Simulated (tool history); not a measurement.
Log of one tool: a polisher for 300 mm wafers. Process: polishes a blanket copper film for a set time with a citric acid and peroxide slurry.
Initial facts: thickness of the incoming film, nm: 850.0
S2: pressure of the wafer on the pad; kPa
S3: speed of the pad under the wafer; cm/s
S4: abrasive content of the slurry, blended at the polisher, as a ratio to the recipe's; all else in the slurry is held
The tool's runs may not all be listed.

{"run": 1, "hour": 0.0, "flow of slurry (ml/min)": 270, "S2": 23.4, "S3": 110, "S4": 1.0, "polishing time (s)": 29, "film removed (angstrom)": 838.06}
{"run": 2, "hour": 1.2, "flow of slurry (ml/min)": 270, "S2": 23.4, "S3": 110, "S4": 0.8, "polishing time (s)": 29, "film removed (angstrom)": 818.0}
{"run": 3, "hour": 6.2, "flow of slurry (ml/min)": 270, "S2": 23.4, "S3": 90, "S4": 0.8, "polishing time (s)": 29, "film removed (angstrom)": 659.88}
{"run": 4, "hour": 15.0, "flow of slurry (ml/min)": 270, "S2": 22.1, "S3": 90, "S4": 0.8, "polishing time (s)": 29, "film removed (angstrom)": 623.92}
{"run": 5, "hour": 19.9, "flow of slurry (ml/min)": 210, "S2": 22.1, "S3": 90, "S4": 0.8, "polishing time (s)": 29, "film removed (angstrom)": 607.34}
{"run": 6, "hour": 21.7, "flow of slurry (ml/min)": 210, "S2": 22.1, "S3": 90, "S4": 0.8, "polishing time (s)": 29, "film removed (angstrom)": 613.56}
{"run": 7, "hour": 26.6, "flow of slurry (ml/min)": 210, "S2": 21.4, "S3": 90, "S4": 0.8, "polishing time (s)": 29, "film removed (angstrom)": 599.31}
{"run": 8, "hour": 31.7, "flow of slurry (ml/min)": 210, "S2": 20.7, "S3": 90, "S4": 0.8, "polishing time (s)": 29, "film removed (angstrom)": 569.9}
{"run": 9, "hour": 38.6, "flow of slurry (ml/min)": 210, "S2": 20.0, "S3": 90, "S4": 0.8, "polishing time (s)": 29, "film removed (angstrom)": 557.54}
{"run": 10, "hour": 45.6, "flow of slurry (ml/min)": 210, "S2": 19.3, "S3": 90, "S4": 0.8, "polishing time (s)": 29, "film removed (angstrom)": 544.64}

Run 11, settings as shown, results not yet in. Your forecast:
{"run": 11, "hour": 52.0, "flow of slurry (ml/min)": 210, "S2": 18.6, "S3": 90, "S4": 0.8, "polishing time (s)": 29, "film removed (angstrom)": "?"}

{"run 11": {"film removed (angstrom)": 521.51}}
